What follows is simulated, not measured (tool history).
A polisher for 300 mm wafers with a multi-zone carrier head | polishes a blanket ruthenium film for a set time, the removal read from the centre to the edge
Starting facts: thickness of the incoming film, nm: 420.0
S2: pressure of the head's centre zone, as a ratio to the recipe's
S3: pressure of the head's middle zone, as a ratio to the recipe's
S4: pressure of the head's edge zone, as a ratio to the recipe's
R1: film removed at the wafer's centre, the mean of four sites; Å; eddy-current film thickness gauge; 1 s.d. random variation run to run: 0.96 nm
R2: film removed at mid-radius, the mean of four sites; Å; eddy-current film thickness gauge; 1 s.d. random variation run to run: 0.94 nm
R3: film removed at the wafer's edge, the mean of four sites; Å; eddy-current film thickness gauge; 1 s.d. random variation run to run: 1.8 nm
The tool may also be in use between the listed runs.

run 1 day=0.000 | flow_of_slurry_(ml/min)=220 S2=1.00 S3=1.00 S4=1.00 polishing_time_(s)=85 | R1=969.12 R2=965.06 R3=1003.9
run 2 day=0.254 | flow_of_slurry_(ml/min)=220 S2=1.00 S3=1.00 S4=1.09 polishing_time_(s)=85 | R1=980.72 R2=954.26 R3=1027.1
run 3 day=0.604 | flow_of_slurry_(ml/min)=220 S2=0.92 S3=1.00 S4=1.09 polishing_time_(s)=85 | R1=909.55 R2=956.15 R3=1027.4
run 4 day=0.938 | flow_of_slurry_(ml/min)=220 S2=0.92 S3=1.00 S4=1.09 polishing_time_(s)=74 | R1=785.95 R2=840.19 R3=893.2
run 5 day=1.025 | flow_of_slurry_(ml/min)=215 S2=0.93 S3=0.98 S4=1.12 polishing_time_(s)=83 | R1=881.93 R2=918.00 R3=1021.2
run 6 day=1.267 | flow_of_slurry_(ml/min)=215 S2=0.93 S3=1.06 S4=1.12 polishing_time_(s)=83 | R1=894.28 R2=990.77 R3=1016.5
run 7 day=1.300 | flow_of_slurry_(ml/min)=205 S2=0.95 S3=1.03 S4=1.14 polishing_time_(s)=89 | R1=963.30 R2=1024.60 R3=1061.0
run 8 day=1.429 | flow_of_slurry_(ml/min)=240 S2=0.96 S3=1.01 S4=1.16 polishing_time_(s)=91 | R1=1028.90 R2=1056.00 R3=1172.6
run 9 day=1.729 | flow_of_slurry_(ml/min)=265 S2=0.98 S3=1.01 S4=1.17 polishing_time_(s)=91 | R1=1045.90 R2=1063.50 R3=1163.0

Forecast run 10:
run 10 day=2.054 | flow_of_slurry_(ml/min)=275 S2=0.99 S3=0.99 S4=1.18 polishing_time_(s)=94 | R1=? R2=? R3=?

{"run 10": {"R1": 1093.4, "R2": 1072.5, "R3": 1204.5}}

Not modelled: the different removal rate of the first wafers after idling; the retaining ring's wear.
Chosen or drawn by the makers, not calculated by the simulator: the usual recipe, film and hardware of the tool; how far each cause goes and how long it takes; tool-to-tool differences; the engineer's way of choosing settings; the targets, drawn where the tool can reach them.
